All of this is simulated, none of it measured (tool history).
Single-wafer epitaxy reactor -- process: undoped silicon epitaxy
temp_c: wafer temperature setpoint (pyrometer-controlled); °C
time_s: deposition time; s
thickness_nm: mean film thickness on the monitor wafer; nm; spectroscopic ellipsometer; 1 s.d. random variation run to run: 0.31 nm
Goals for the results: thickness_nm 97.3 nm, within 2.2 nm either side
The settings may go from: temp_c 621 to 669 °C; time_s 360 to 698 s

Run 1, hour 0: temp_c 645 °C, time_s 529 s. Result: thickness_nm 79.302 nm.
Run 2, hour 0.6: temp_c 645 °C, time_s 592 s. Result: thickness_nm 88.344 nm.
Run 3, hour 8.9: temp_c 646 °C, time_s 592 s. Result: thickness_nm 91.405 nm.
Run 4, hour 13: temp_c 638 °C, time_s 592 s. Result: thickness_nm 77.501 nm.
Run 5, hour 15.3: temp_c 642 °C, time_s 593 s. Result: thickness_nm 84.014 nm.
Run 6, hour 19: temp_c 642 °C, time_s 637 s. Result: thickness_nm 90.187 nm.
Run 7, hour 24.6: temp_c 643 °C, time_s 637 s. Result: thickness_nm 91.938 nm.
Run 8, hour 33.3: temp_c 644 °C, time_s 637 s. Result: thickness_nm 93.86 nm.

Of the 5 settings listed for the next run, only one would bring every result within its allowed miss of target. Which one?
Run A, hour 42: temp_c 641 °C, time_s 662 s. Result: thickness_nm ?.
Run B, hour 42: temp_c 648 °C, time_s 610 s. Result: thickness_nm ?.
Run C, hour 42: temp_c 638 °C, time_s 659 s. Result: thickness_nm ?.
Run D, hour 42: temp_c 643 °C, time_s 631 s. Result: thickness_nm ?.
Run E, hour 42: temp_c 647 °C, time_s 586 s. Result: thickness_nm ?.

move  thickness_nm
   A        92.086
   B        97.196
   C        86.437
   D        91.264
   E        91.588
A: lands further from the targets than the last run did
B: each result inside its tolerance
C: lands further from the targets than the last run did
D: lands further from the targets than the last run did
E: lands further from the targets than the last run did
Correct choice: B, which meets every target
